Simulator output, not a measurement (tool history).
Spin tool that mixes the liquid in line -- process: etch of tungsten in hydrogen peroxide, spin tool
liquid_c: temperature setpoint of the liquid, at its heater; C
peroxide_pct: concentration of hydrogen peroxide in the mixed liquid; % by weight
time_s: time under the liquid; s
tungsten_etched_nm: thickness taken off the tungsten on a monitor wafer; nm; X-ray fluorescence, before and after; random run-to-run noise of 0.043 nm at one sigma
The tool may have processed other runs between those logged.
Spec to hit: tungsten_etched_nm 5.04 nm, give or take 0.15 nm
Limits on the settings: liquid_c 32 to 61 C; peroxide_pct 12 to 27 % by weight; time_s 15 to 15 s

{"run": 1, "hour": 0.0, "liquid_c": 45, "peroxide_pct": 18, "time_s": 15, "tungsten_etched_nm": 7.3072}
{"run": 2, "hour": 7.5, "liquid_c": 48, "peroxide_pct": 18, "time_s": 15, "tungsten_etched_nm": 8.94}
{"run": 3, "hour": 15.9, "liquid_c": 47, "peroxide_pct": 18, "time_s": 15, "tungsten_etched_nm": 8.3596}
{"run": 4, "hour": 23.1, "liquid_c": 47, "peroxide_pct": 15, "time_s": 15, "tungsten_etched_nm": 7.7488}
{"run": 5, "hour": 29.3, "liquid_c": 47, "peroxide_pct": 15, "time_s": 15, "tungsten_etched_nm": 7.6095}
{"run": 6, "hour": 30.0, "liquid_c": 46.5, "peroxide_pct": 15, "time_s": 15, "tungsten_etched_nm": 7.3436}
{"run": 7, "hour": 37.7, "liquid_c": 46.5, "peroxide_pct": 15, "time_s": 15, "tungsten_etched_nm": 7.3868}
{"run": 8, "hour": 41.5, "liquid_c": 46, "peroxide_pct": 15, "time_s": 15, "tungsten_etched_nm": 7.1251}
{"run": 9, "hour": 44.4, "liquid_c": 45.5, "peroxide_pct": 15, "time_s": 15, "tungsten_etched_nm": 6.857}
{"hour": 51.6, "done": "heated supply line repaired"}
{"run": 10, "hour": 51.6, "liquid_c": 45, "peroxide_pct": 15, "time_s": 15, "tungsten_etched_nm": 8.041}
{"run": 11, "hour": 55.3, "liquid_c": 46.5, "peroxide_pct": 14.5, "time_s": 15, "tungsten_etched_nm": 8.4713}

Which of these 5 next moves meets every target?
{"run": "A", "hour": 59.0, "liquid_c": 52, "peroxide_pct": 12, "time_s": 15, "tungsten_etched_nm": "?"}
{"run": "B", "hour": 59.0, "liquid_c": 40.5, "peroxide_pct": 15, "time_s": 15, "tungsten_etched_nm": "?"}
{"run": "C", "hour": 59.0, "liquid_c": 37.5, "peroxide_pct": 13, "time_s": 15, "tungsten_etched_nm": "?"}
{"run": "D", "hour": 59.0, "liquid_c": 37, "peroxide_pct": 17, "time_s": 15, "tungsten_etched_nm": "?"}
{"run": "E", "hour": 59.0, "liquid_c": 51, "peroxide_pct": 16, "time_s": 15, "tungsten_etched_nm": "?"}

move=A tungsten_etched_nm=11.033
move=B tungsten_etched_nm=6.0062
move=C tungsten_etched_nm=4.5939
move=D tungsten_etched_nm=5.0822
move=E tungsten_etched_nm=11.992
A: its largest miss is bigger than the last run's
B: better than the last run, though not everything is in spec
C: takes the result that was furthest off past its target
D: each result inside its tolerance
E: its largest miss is bigger than the last run's
The right move is D.

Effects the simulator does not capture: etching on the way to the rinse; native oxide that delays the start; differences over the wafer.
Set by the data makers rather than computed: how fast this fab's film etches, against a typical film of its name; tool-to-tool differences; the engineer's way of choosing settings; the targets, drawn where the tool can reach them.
